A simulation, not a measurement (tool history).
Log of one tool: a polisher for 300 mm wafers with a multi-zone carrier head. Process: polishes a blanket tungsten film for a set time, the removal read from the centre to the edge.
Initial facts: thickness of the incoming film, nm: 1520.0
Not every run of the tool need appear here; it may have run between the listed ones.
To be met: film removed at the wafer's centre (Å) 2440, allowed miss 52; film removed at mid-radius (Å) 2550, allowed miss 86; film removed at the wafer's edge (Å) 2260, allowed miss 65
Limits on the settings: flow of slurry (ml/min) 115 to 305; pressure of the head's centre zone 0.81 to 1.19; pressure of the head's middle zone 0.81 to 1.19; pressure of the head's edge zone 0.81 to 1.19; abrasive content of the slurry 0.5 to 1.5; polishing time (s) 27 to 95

run,hour,flow of slurry (ml/min),pressure of the head's centre zone,pressure of the head's middle zone,pressure of the head's edge zone,abrasive content of the slurry,polishing time (s),film removed at the wafer's centre (Å),film removed at mid-radius (Å),film removed at the wafer's edge (Å)
1,0,195,1,1,1,1,61,1837.9,1839.3,1854.4
2,8,195,1,1,0.93,1,61,1833.4,1835.9,1801.6
3,15.7,215,1.03,1.06,0.99,1.15,61,1985.1,2016.7,1926.2
4,22.5,215,1.03,0.99,0.99,1.15,61,1965.3,1907,1934.8
5,25.3,235,1.05,1.05,1.01,1.25,61,2088.5,2103.5,2029.7
6,33.4,235,1.05,1.05,1.01,1.35,61,2129.3,2100.1,2022.3
7,36.6,255,1.07,1.09,1.04,1.35,61,2171.1,2198.1,2061
8,44.3,290,1.15,1.19,1.12,1.5,63,2562.7,2596.3,2293.2
9,51.9,280,1.14,1.19,1.11,1.5,63,2532.8,2548.1,2256

Which single option among these 5 for the next run brings every result within its allowed miss of target? Just one does.
A,59.5,230,1.09,1.17,1.06,1.5,65,?,?,?
B,59.5,305,1.05,1.19,1.13,1.5,62,?,?,?
C,59.5,305,1.16,1.19,1.12,1.4,65,?,?,?
D,59.5,305,1.16,1.19,1.08,1.25,66,?,?,?
E,59.5,280,1.08,1.19,1.13,1.45,63,?,?,?

move,film removed at the wafer's centre (Å),film removed at mid-radius (Å),film removed at the wafer's edge (Å)
A,2413.1,2514.9,2241.2
B,2300.5,2516.3,2250.1
C,2620.5,2591.2,2309.6
D,2586.6,2557.8,2244.9
E,2359.6,2511,2251.1
A: all results in spec
B: takes the result that was furthest off past its target
C: misses by more than the last run did
D: misses by more than the last run did
E: takes the result that was furthest off past its target
A meets every target.
